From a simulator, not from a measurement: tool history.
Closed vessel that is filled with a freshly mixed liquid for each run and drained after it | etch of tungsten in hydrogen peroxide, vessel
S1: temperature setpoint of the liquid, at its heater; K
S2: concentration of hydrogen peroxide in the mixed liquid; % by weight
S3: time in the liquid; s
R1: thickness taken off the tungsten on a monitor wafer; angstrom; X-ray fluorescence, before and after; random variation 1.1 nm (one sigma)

run	hour	S1	S2	S3	R1
1	0	320.15	19	30	629.18
2	6.3	321.65	19	30	706.56
3	8.2	321.65	19	30	697.15
4	11.6	315.65	19	30	483.32
5	20.5	309.15	19	30	311.97
6	25.2	309.15	19	30	309.57
7	30.7	312.15	19	30	379.75
8	34.6	315.15	19	30	458.58

The next listed run, before its measurement:
9	40.4	323.15	19.5	30	?

Run 9 gave R1 773.7 angstrom.
